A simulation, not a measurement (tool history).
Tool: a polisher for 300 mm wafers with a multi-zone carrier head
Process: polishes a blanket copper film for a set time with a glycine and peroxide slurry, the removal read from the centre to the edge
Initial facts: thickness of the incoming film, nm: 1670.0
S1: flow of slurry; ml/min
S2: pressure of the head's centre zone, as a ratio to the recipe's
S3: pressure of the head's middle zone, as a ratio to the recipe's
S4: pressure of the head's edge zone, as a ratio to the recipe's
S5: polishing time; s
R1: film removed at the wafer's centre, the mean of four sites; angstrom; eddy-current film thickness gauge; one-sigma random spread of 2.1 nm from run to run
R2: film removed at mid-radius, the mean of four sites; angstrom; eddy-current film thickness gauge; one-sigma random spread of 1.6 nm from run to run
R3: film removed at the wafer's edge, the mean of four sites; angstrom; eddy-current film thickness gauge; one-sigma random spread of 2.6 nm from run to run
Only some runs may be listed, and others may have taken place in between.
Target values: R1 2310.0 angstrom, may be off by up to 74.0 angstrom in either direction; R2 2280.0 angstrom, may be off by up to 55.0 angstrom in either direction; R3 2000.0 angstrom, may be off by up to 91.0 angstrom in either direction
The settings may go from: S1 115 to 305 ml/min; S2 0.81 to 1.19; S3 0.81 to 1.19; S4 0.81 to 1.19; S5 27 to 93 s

{"run": 1, "hour": 0.0, "S1": 195, "S2": 1.0, "S3": 1.0, "S4": 1.0, "S5": 59, "R1": 1988.3, "R2": 1952.3, "R3": 2062.5}
{"run": 2, "hour": 4.9, "S1": 205, "S2": 1.01, "S3": 1.01, "S4": 0.99, "S5": 59, "R1": 2025.5, "R2": 2003.5, "R3": 2014.7}
{"run": 3, "hour": 12.7, "S1": 215, "S2": 1.02, "S3": 1.02, "S4": 0.99, "S5": 59, "R1": 2064.6, "R2": 1993.9, "R3": 2029.2}
{"run": 4, "hour": 20.6, "S1": 215, "S2": 1.02, "S3": 1.02, "S4": 1.02, "S5": 59, "R1": 2074.1, "R2": 2009.3, "R3": 2106.6}
{"run": 5, "hour": 23.5, "S1": 220, "S2": 1.03, "S3": 1.03, "S4": 1.01, "S5": 59, "R1": 2097.9, "R2": 2046.7, "R3": 2067.1}
{"run": 6, "hour": 31.0, "S1": 180, "S2": 1.03, "S3": 1.03, "S4": 1.01, "S5": 59, "R1": 2031.0, "R2": 1986.9, "R3": 2017.7}
{"run": 7, "hour": 38.9, "S1": 235, "S2": 1.11, "S3": 1.13, "S4": 0.91, "S5": 58, "R1": 2211.9, "R2": 2187.3, "R3": 1908.0}
{"run": 8, "hour": 45.6, "S1": 240, "S2": 1.11, "S3": 1.13, "S4": 0.91, "S5": 58, "R1": 2201.7, "R2": 2197.0, "R3": 1957.8}
{"run": 9, "hour": 51.2, "S1": 245, "S2": 1.11, "S3": 1.13, "S4": 0.91, "S5": 58, "R1": 2213.8, "R2": 2211.2, "R3": 1918.6}
{"run": 10, "hour": 58.2, "S1": 250, "S2": 1.11, "S3": 1.13, "S4": 0.92, "S5": 58, "R1": 2186.3, "R2": 2172.9, "R3": 1992.9}
{"hour": 60.8, "done": "edge zone pressure recalibrated"}
{"run": 11, "hour": 60.8, "S1": 250, "S2": 1.12, "S3": 1.13, "S4": 0.92, "S5": 58, "R1": 2265.3, "R2": 2202.3, "R3": 1949.8}

Of the 4 settings listed for the next run, only one would bring every result within its allowed miss of target. Which one?
{"run": "A", "hour": 63.4, "S1": 305, "S2": 1.07, "S3": 1.04, "S4": 1.15, "S5": 60, "R1": "?", "R2": "?", "R3": "?"}
{"run": "B", "hour": 63.4, "S1": 270, "S2": 1.09, "S3": 1.01, "S4": 0.99, "S5": 60, "R1": "?", "R2": "?", "R3": "?"}
{"run": "C", "hour": 63.4, "S1": 225, "S2": 0.98, "S3": 1.01, "S4": 0.97, "S5": 67, "R1": "?", "R2": "?", "R3": "?"}
{"run": "D", "hour": 63.4, "S1": 210, "S2": 1.1, "S3": 1.12, "S4": 0.93, "S5": 62, "R1": "?", "R2": "?", "R3": "?"}

move=A R1=2258.5 R2=2171.3 R3=2229.8
move=B R1=2258.8 R2=2092.4 R3=2056.9
move=C R1=2275.6 R2=2288.4 R3=2239.2
move=D R1=2274.4 R2=2290.9 R3=2016.4
A: further off than the last run
B: further off than the last run
C: the worst result of the last run now meets its target, but another is out of spec
D: in spec on every target
So the answer is move D, the one that meets all the targets.
